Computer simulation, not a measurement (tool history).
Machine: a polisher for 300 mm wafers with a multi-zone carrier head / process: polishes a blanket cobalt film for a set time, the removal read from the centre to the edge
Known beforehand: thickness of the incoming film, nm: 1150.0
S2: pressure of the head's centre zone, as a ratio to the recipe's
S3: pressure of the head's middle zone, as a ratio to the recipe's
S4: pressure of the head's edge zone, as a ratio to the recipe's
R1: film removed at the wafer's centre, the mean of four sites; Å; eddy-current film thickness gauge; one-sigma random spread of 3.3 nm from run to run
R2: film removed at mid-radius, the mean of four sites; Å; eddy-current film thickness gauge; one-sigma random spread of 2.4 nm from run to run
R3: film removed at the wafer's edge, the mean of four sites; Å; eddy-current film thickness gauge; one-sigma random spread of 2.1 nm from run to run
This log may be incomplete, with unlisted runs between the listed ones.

{"run": 1, "hour": 0.0, "flow of slurry (ml/min)": 315, "S2": 1.0, "S3": 1.0, "S4": 1.0, "polishing time (s)": 57, "R1": 3635.3, "R2": 3574.5, "R3": 3589.6}
{"run": 2, "hour": 0.8, "flow of slurry (ml/min)": 315, "S2": 1.05, "S3": 1.0, "S4": 1.0, "polishing time (s)": 57, "R1": 3727.4, "R2": 3546.1, "R3": 3624.9}
{"run": 3, "hour": 5.1, "flow of slurry (ml/min)": 300, "S2": 1.0, "S3": 1.01, "S4": 1.04, "polishing time (s)": 55, "R1": 3472.9, "R2": 3458.6, "R3": 3519.6}
{"run": 4, "hour": 9.8, "flow of slurry (ml/min)": 300, "S2": 1.0, "S3": 0.97, "S4": 1.04, "polishing time (s)": 55, "R1": 3410.5, "R2": 3367.2, "R3": 3561.3}
{"run": 5, "hour": 16.6, "flow of slurry (ml/min)": 300, "S2": 1.04, "S3": 0.97, "S4": 1.04, "polishing time (s)": 55, "R1": 3526.6, "R2": 3345.2, "R3": 3513.7}
{"run": 6, "hour": 18.2, "flow of slurry (ml/min)": 285, "S2": 0.99, "S3": 0.98, "S4": 1.05, "polishing time (s)": 54, "R1": 3310.3, "R2": 3309.5, "R3": 3478.5}

What does the tool deliver on the next run?
{"run": 7, "hour": 19.3, "flow of slurry (ml/min)": 270, "S2": 0.95, "S3": 0.99, "S4": 1.05, "polishing time (s)": 53, "R1": "?", "R2": "?", "R3": "?"}

For run 7 the tool returned R1 3193.8 Å, R2 3254.8 Å, R3 3404.8 Å.
